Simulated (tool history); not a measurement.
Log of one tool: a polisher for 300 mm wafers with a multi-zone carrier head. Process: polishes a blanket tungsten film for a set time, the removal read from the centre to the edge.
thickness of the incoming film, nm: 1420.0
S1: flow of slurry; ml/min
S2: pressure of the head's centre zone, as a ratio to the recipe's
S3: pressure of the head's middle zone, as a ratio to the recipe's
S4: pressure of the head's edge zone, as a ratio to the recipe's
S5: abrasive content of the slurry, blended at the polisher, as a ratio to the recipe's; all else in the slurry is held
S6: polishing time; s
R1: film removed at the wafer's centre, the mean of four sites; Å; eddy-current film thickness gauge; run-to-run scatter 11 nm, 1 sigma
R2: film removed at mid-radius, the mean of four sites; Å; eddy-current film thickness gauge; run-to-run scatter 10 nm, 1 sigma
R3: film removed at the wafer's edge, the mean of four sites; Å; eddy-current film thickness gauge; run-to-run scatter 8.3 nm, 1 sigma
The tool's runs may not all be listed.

Run 1, day 0: S1 185 ml/min, S2 1, S3 1, S4 1, S5 1, S6 59 s. Result: R1 5847.1 Å, R2 5822.8 Å, R3 5520.2 Å.
Run 2, day 0.354: S1 195 ml/min, S2 1.02, S3 1.04, S4 1.02, S5 1.15, S6 61 s. Result: R1 6463.7 Å, R2 6510.9 Å, R3 5971.2 Å.
Run 3, day 0.7: S1 235 ml/min, S2 1.02, S3 1.04, S4 1.02, S5 1.15, S6 61 s. Result: R1 6693.6 Å, R2 6506.6 Å, R3 6213.6 Å.
Run 4, day 0.958: S1 230 ml/min, S2 1.03, S3 1.07, S4 1.03, S5 1.25, S6 63 s. Result: R1 6995.4 Å, R2 7025.4 Å, R3 6470 Å.
Run 5, day 1.083: S1 230 ml/min, S2 1.04, S3 1.09, S4 1.04, S5 1.3, S6 65 s. Result: R1 7461 Å, R2 7341.3 Å, R3 6775.3 Å.
Run 6, day 1.454: S1 230 ml/min, S2 1.04, S3 1.11, S4 1.04, S5 1.35, S6 66 s. Result: R1 7443.2 Å, R2 7700.3 Å, R3 6897.8 Å.
Run 7, day 1.738: S1 235 ml/min, S2 1.05, S3 1.13, S4 1.04, S5 1.4, S6 67 s. Result: R1 7818.2 Å, R2 7991.6 Å, R3 7033.3 Å.

What will run 8 give?
Run 8, day 1.929: S1 240 ml/min, S2 1.05, S3 1.14, S4 1.05, S5 1.45, S6 67 s. Result: R1 ?, R2 ?, R3 ?.

R1: 7863.9 Å
R2: 8340.3 Å
R3: 7335.9 Å
